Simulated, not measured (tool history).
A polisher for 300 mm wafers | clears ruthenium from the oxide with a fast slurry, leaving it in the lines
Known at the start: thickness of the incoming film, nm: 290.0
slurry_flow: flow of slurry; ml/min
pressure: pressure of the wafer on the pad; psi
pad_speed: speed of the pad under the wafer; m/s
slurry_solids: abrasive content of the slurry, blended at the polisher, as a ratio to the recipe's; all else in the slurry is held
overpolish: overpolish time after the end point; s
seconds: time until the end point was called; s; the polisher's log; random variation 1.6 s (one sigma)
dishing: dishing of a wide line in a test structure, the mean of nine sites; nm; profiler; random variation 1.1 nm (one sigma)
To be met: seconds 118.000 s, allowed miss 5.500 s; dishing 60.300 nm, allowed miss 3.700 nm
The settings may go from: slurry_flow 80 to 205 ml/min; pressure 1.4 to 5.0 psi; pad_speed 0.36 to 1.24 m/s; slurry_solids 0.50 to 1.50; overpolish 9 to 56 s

{"run": 1, "day": 0.0, "slurry_flow": 135, "pressure": 3.2, "pad_speed": 0.8, "slurry_solids": 1.0, "overpolish": 29, "seconds": 86.993, "dishing": 71.667}
{"run": 2, "day": 0.271, "slurry_flow": 130, "pressure": 3.0, "pad_speed": 0.8, "slurry_solids": 1.0, "overpolish": 30, "seconds": 90.498, "dishing": 68.498}
{"run": 3, "day": 0.517, "slurry_flow": 130, "pressure": 3.0, "pad_speed": 1.0, "slurry_solids": 1.0, "overpolish": 30, "seconds": 75.587, "dishing": 80.13}
{"run": 4, "day": 0.8, "slurry_flow": 150, "pressure": 3.0, "pad_speed": 1.0, "slurry_solids": 1.0, "overpolish": 30, "seconds": 71.863, "dishing": 81.792}
{"run": 5, "day": 1.075, "slurry_flow": 150, "pressure": 3.8, "pad_speed": 1.0, "slurry_solids": 1.0, "overpolish": 30, "seconds": 56.92, "dishing": 98.574}
{"run": 6, "day": 1.188, "slurry_flow": 145, "pressure": 3.3, "pad_speed": 0.98, "slurry_solids": 1.0, "overpolish": 31, "seconds": 67.67, "dishing": 91.912}
{"run": 7, "day": 1.25, "slurry_flow": 140, "pressure": 2.9, "pad_speed": 0.98, "slurry_solids": 1.0, "overpolish": 31, "seconds": 76.472, "dishing": 81.823}
{"run": 8, "day": 1.567, "slurry_flow": 135, "pressure": 2.6, "pad_speed": 0.98, "slurry_solids": 1.0, "overpolish": 31, "seconds": 86.089, "dishing": 74.073}
{"run": 9, "day": 1.675, "slurry_flow": 110, "pressure": 1.7, "pad_speed": 0.96, "slurry_solids": 1.0, "overpolish": 33, "seconds": 138.64, "dishing": 50.95}
{"run": 10, "day": 1.808, "slurry_flow": 120, "pressure": 1.7, "pad_speed": 0.96, "slurry_solids": 1.0, "overpolish": 33, "seconds": 134.65, "dishing": 52.028}
{"run": 11, "day": 2.171, "slurry_flow": 125, "pressure": 1.7, "pad_speed": 0.96, "slurry_solids": 1.0, "overpolish": 33, "seconds": 133.7, "dishing": 53.69}
{"run": 12, "day": 2.229, "slurry_flow": 130, "pressure": 1.7, "pad_speed": 0.96, "slurry_solids": 1.0, "overpolish": 33, "seconds": 133.49, "dishing": 55.169}
{"run": 13, "day": 2.283, "slurry_flow": 135, "pressure": 1.7, "pad_speed": 0.96, "slurry_solids": 1.0, "overpolish": 32, "seconds": 133.53, "dishing": 52.417}
{"run": 14, "day": 2.475, "slurry_flow": 135, "pressure": 1.8, "pad_speed": 0.96, "slurry_solids": 1.0, "overpolish": 32, "seconds": 125.38, "dishing": 55.6}
{"run": 15, "day": 2.804, "slurry_flow": 140, "pressure": 1.8, "pad_speed": 0.96, "slurry_solids": 1.0, "overpolish": 32, "seconds": 125.51, "dishing": 57.867}

4 next moves are on the table. One of them brings every result within its allowed miss. Which?
{"run": "A", "day": 3.133, "slurry_flow": 150, "pressure": 1.6, "pad_speed": 0.9, "slurry_solids": 1.0, "overpolish": 41, "seconds": "?", "dishing": "?"}
{"run": "B", "day": 3.133, "slurry_flow": 125, "pressure": 2.4, "pad_speed": 0.98, "slurry_solids": 0.85, "overpolish": 25, "seconds": "?", "dishing": "?"}
{"run": "C", "day": 3.133, "slurry_flow": 160, "pressure": 1.9, "pad_speed": 0.96, "slurry_solids": 0.95, "overpolish": 33, "seconds": "?", "dishing": "?"}
{"run": "D", "day": 3.133, "slurry_flow": 145, "pressure": 2.3, "pad_speed": 1.0, "slurry_solids": 0.75, "overpolish": 37, "seconds": "?", "dishing": "?"}

move=A seconds=145.010 dishing=58.426
move=B seconds=102.200 dishing=51.544
move=C seconds=117.250 dishing=58.201
move=D seconds=108.220 dishing=68.566
A: further off than the last run
B: takes the result that was furthest off past its target
C: meets every target
D: takes the result that was furthest off past its target
Move C is the one to make.
